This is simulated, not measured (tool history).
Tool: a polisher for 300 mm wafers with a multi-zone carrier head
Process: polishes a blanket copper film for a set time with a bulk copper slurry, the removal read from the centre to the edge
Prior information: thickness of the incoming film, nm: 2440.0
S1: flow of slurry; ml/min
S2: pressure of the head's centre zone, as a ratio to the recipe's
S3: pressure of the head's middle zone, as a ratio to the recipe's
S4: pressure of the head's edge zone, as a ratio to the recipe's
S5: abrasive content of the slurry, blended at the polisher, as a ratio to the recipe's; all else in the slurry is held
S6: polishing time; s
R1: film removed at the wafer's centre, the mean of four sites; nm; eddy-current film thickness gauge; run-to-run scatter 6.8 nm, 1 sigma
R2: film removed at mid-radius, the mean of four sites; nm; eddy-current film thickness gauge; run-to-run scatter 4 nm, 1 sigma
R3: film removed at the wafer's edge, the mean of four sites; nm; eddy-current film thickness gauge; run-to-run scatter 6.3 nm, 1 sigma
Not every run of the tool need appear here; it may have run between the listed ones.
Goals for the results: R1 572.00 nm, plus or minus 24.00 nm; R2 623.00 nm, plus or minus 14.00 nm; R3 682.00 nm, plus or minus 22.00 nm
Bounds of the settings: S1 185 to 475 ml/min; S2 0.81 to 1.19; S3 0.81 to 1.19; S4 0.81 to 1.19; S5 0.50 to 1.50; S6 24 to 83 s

run	hour	S1	S2	S3	S4	S5	S6	R1	R2	R3
1	0.0	305	1.00	1.00	1.00	1.00	53	738.52	742.96	733.92
2	3.1	305	1.03	1.00	1.00	1.00	53	767.50	735.30	742.12
3	6.0	295	0.99	0.97	1.00	0.95	53	723.48	709.91	737.27
4	8.8	290	0.96	0.95	0.98	0.90	53	699.57	694.55	726.19
5	11.3	285	0.93	0.94	0.97	0.85	53	656.52	678.89	700.40
6	19.8	280	0.91	0.93	0.97	0.85	53	633.36	666.81	719.39
7	25.9	275	0.90	0.92	0.96	0.85	53	650.00	661.83	694.59
8	30.2	270	0.88	0.91	0.96	0.85	53	642.51	658.09	690.61
9	38.2	240	0.81	0.90	1.05	0.65	52	525.26	586.53	666.51
10	39.5	250	0.82	0.91	1.05	0.65	52	539.19	600.22	671.66
11	46.0	260	0.83	0.91	1.05	0.65	52	551.45	602.37	682.22
12	47.8	265	0.83	0.91	1.04	0.65	52	556.05	607.22	675.12

Which of these 4 next moves meets every target?
A	49.6	185	0.83	0.92	1.05	0.85	50	?	?	?
B	49.6	300	0.81	0.89	1.02	0.65	50	?	?	?
C	49.6	295	0.86	0.93	1.05	0.60	53	?	?	?
D	49.6	275	0.90	0.87	1.00	0.60	52	?	?	?

move	R1	R2	R3
A	520.05	589.09	665.20
B	517.90	580.59	653.04
C	572.31	626.18	688.61
D	582.42	576.55	656.69
A: its largest miss is bigger than the last run's
B: its largest miss is bigger than the last run's
C: each result inside its tolerance
D: its largest miss is bigger than the last run's
The move that meets every target is C.
